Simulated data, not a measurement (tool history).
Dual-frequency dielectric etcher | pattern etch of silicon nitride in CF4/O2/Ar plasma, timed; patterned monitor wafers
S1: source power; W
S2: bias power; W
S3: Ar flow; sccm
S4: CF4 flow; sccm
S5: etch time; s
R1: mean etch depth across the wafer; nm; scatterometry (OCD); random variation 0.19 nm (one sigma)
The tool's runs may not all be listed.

Run 1, hour 0.0: S1 590 W, S2 68 W, S3 95 sccm, S4 92 sccm, S5 14.0 s. Result: R1 34.885 nm.
Run 2, hour 7.4: S1 560 W, S2 68 W, S3 95 sccm, S4 92 sccm, S5 14.0 s. Result: R1 33.849 nm.
Run 3, hour 13.7: S1 560 W, S2 68 W, S3 95 sccm, S4 92 sccm, S5 14.5 s. Result: R1 35.308 nm.
Run 4, hour 14.4: S1 560 W, S2 68 W, S3 95 sccm, S4 108 sccm, S5 14.5 s. Result: R1 35.537 nm.
Run 5, hour 17.1: S1 530 W, S2 68 W, S3 95 sccm, S4 108 sccm, S5 14.5 s. Result: R1 34.535 nm.
Run 6, hour 22.4: S1 500 W, S2 68 W, S3 95 sccm, S4 108 sccm, S5 14.5 s. Result: R1 33.694 nm.
Run 7, hour 29.3: S1 470 W, S2 68 W, S3 95 sccm, S4 108 sccm, S5 14.5 s. Result: R1 32.425 nm.
Run 8, hour 37.9: S1 470 W, S2 68 W, S3 95 sccm, S4 108 sccm, S5 14.5 s. Result: R1 32.282 nm.
At hour 44.4: CF4 flow controller replaced.
Run 9, hour 44.4: S1 460 W, S2 68 W, S3 95 sccm, S4 108 sccm, S5 14.5 s. Result: R1 31.680 nm.
Run 10, hour 48.3: S1 460 W, S2 68 W, S3 95 sccm, S4 108 sccm, S5 14.5 s. Result: R1 31.511 nm.

Run 11 comes next. What will it give?
Run 11, hour 56.0: S1 450 W, S2 68 W, S3 95 sccm, S4 108 sccm, S5 14.5 s. Result: R1 ?.

{"run 11": {"R1": 31.419}}
